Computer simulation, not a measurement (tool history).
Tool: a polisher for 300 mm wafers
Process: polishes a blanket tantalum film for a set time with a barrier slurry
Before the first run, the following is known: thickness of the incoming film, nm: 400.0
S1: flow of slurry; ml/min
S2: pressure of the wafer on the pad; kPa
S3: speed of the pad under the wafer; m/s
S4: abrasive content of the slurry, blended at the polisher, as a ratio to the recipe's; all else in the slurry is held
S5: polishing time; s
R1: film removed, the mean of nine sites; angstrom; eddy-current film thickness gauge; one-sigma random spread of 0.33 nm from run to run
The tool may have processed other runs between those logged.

run,hour,S1,S2,S3,S4,S5,R1
1,0,295,11.7,1.26,1,54,806.48
2,7.3,360,11.7,1.26,1,54,835.37
3,11.1,360,11.7,1.26,1.15,54,880.63
4,17.3,360,11.7,1.26,1.15,48,782.8
5,25.5,390,11.7,1.26,1.15,48,795.35
6,29.9,390,11.7,1.38,1.15,48,852.92

Run 7 is up next; what results do you expect?
7,38.2,390,10.3,1.38,1.15,48,?

R1: 789.15 angstrom

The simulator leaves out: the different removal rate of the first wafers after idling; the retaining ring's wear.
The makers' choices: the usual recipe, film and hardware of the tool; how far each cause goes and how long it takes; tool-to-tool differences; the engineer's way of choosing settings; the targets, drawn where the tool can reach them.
